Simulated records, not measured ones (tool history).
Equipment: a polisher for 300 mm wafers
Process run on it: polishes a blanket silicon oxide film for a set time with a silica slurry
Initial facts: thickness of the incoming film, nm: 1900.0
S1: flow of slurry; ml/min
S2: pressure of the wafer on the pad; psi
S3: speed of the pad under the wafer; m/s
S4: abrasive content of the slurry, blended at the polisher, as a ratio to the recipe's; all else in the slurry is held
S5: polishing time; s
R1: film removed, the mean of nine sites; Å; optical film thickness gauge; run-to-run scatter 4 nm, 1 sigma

run  hour   S1   S2    S3   S4   S5      R1
  1     0  140  5.5  1.54    1  107  5110.4
  2   6.7  135  5.1  1.54    1  107  4906.2
  3  10.5  135  4.6  1.52    1  107  4224.4
  4  14.3  125  4.6  1.52    1  107  4269.4
  5  17.9  125  4.6  1.52  1.1  107  4476.5
  6  20.8  125  4.4  1.52  1.1  107  4196.5
  7  24.6  125  4.3  1.52  1.1  107  4012.3

Expected results for the next run?
  8  26.4  125  4.2  1.52  1.1  107   ?

Run 8 produced R1 4009.9 Å.
